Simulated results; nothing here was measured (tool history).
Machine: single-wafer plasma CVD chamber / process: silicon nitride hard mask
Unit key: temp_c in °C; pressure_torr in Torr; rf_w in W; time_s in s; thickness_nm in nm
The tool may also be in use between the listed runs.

{"run": 1, "day": 0.0, "temp_c": 390, "pressure_torr": 2.01, "rf_w": 315, "time_s": 61, "thickness_nm": 73.654}
{"run": 2, "day": 0.279, "temp_c": 390, "pressure_torr": 2.15, "rf_w": 320, "time_s": 61, "thickness_nm": 76.868}
{"run": 3, "day": 0.579, "temp_c": 390, "pressure_torr": 2.23, "rf_w": 320, "time_s": 61, "thickness_nm": 78.128}
{"run": 4, "day": 0.867, "temp_c": 390, "pressure_torr": 2.29, "rf_w": 320, "time_s": 61, "thickness_nm": 77.678}
{"run": 5, "day": 1.229, "temp_c": 390, "pressure_torr": 2.38, "rf_w": 320, "time_s": 61, "thickness_nm": 78.555}
{"run": 6, "day": 1.6, "temp_c": 386, "pressure_torr": 2.38, "rf_w": 320, "time_s": 61, "thickness_nm": 78.889}

Run 7 is up next; what results do you expect?
{"run": 7, "day": 1.646, "temp_c": 386, "pressure_torr": 2.45, "rf_w": 320, "time_s": 61, "thickness_nm": "?"}

{"run 7": {"thickness_nm": 78.967}}
